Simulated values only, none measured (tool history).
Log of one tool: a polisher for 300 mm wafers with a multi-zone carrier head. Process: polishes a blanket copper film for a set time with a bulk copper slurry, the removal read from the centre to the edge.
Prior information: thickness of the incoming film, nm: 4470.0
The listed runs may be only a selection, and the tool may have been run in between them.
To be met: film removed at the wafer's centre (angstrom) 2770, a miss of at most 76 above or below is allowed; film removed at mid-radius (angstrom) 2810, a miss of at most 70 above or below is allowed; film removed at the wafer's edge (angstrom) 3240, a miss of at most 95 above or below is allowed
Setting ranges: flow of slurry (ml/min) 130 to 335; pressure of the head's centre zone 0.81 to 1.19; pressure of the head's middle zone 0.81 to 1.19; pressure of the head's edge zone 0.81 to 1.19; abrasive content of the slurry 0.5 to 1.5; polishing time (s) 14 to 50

| run | day | flow of slurry (ml/min) | pressure of the head's centre zone | pressure of the head's middle zone | pressure of the head's edge zone | abrasive content of the slurry | polishing time (s) | film removed at the wafer's centre (angstrom) | film removed at mid-radius (angstrom) | film removed at the wafer's edge (angstrom) |
|---|---|---|---|---|---|---|---|---|---|---|
| 1 | 0 | 215 | 1 | 1 | 1 | 1 | 32 | 2444.2 | 2438 | 2419.6 |
| 2 | 0.075 | 215 | 1 | 1 | 1 | 1 | 27 | 2046.4 | 2024.7 | 2098.7 |
| 3 | 0.246 | 215 | 1 | 1 | 0.93 | 1 | 27 | 2044.3 | 2032.7 | 2024.5 |
| 4 | 0.417 | 220 | 0.99 | 0.99 | 0.95 | 1.05 | 28 | 2112 | 2121.1 | 2110.4 |
| 5 | 0.762 | 210 | 0.98 | 0.98 | 0.97 | 1.1 | 29 | 2195.2 | 2207 | 2189.7 |
| 6 | 1.088 | 245 | 0.98 | 0.98 | 0.97 | 1.1 | 29 | 2217.3 | 2229.3 | 2258.4 |
| 7 | 1.138 | 255 | 0.97 | 0.97 | 0.99 | 1.15 | 29 | 2211.4 | 2244.7 | 2324.9 |
| 8 | 1.5 | 260 | 0.97 | 0.97 | 1.01 | 1.2 | 29 | 2248.7 | 2276.8 | 2343.7 |
| 9 | 1.792 | 265 | 0.96 | 0.96 | 1.03 | 1.25 | 30 | 2343.4 | 2344.1 | 2479.6 |
|  | 2.054 | slurry nozzle cleaned |
| 10 | 2.054 | 270 | 0.96 | 0.96 | 1.05 | 1.25 | 30 | 2396 | 2404.8 | 2517.6 |
| 11 | 2.275 | 275 | 0.95 | 0.95 | 1.06 | 1.25 | 30 | 2344.1 | 2381.9 | 2513.6 |
| 12 | 2.554 | 220 | 0.94 | 0.91 | 1.16 | 1.5 | 37 | 2936.6 | 2895.1 | 3322.9 |
| 13 | 2.712 | 215 | 0.94 | 0.91 | 1.16 | 1.5 | 37 | 2922.1 | 2849.5 | 3306.6 |
| 14 | 2.821 | 210 | 0.94 | 0.91 | 1.16 | 1.5 | 37 | 2901.1 | 2842.7 | 3308.5 |
| 15 | 2.908 | 195 | 0.93 | 0.92 | 1.15 | 1.5 | 37 | 2830.3 | 2856.3 | 3297.1 |

Below are 5 possible settings for the next run. Only one of them brings all results inside the allowed miss of their targets. Which is it?
| A | 2.996 | 180 | 0.87 | 0.89 | 1.19 | 1.5 | 38 | ? | ? | ? |
| B | 2.996 | 205 | 0.86 | 0.86 | 1.18 | 1.5 | 39 | ? | ? | ? |
| C | 2.996 | 220 | 0.93 | 0.93 | 1.18 | 1.45 | 36 | ? | ? | ? |
| D | 2.996 | 210 | 1.01 | 0.98 | 1.16 | 1.5 | 35 | ? | ? | ? |
| E | 2.996 | 150 | 0.91 | 1.01 | 1.15 | 1.5 | 37 | ? | ? | ? |

| move | film removed at the wafer's centre (angstrom) | film removed at mid-radius (angstrom) | film removed at the wafer's edge (angstrom) |
|---|---|---|---|
| A | 2721.5 | 2837.3 | 3453.6 |
| B | 2800.1 | 2867.7 | 3564.2 |
| C | 2800.7 | 2823.7 | 3281.6 |
| D | 2965.3 | 2873.7 | 3170.7 |
| E | 2717 | 3013.1 | 3252.4 |
A: corrects the largest miss of the last run, while another result sits out of spec
B: corrects the largest miss of the last run, while another result sits out of spec
C: all results in spec
D: misses by more than the last run did
E: corrects the largest miss of the last run, while another result sits out of spec
C meets every target.
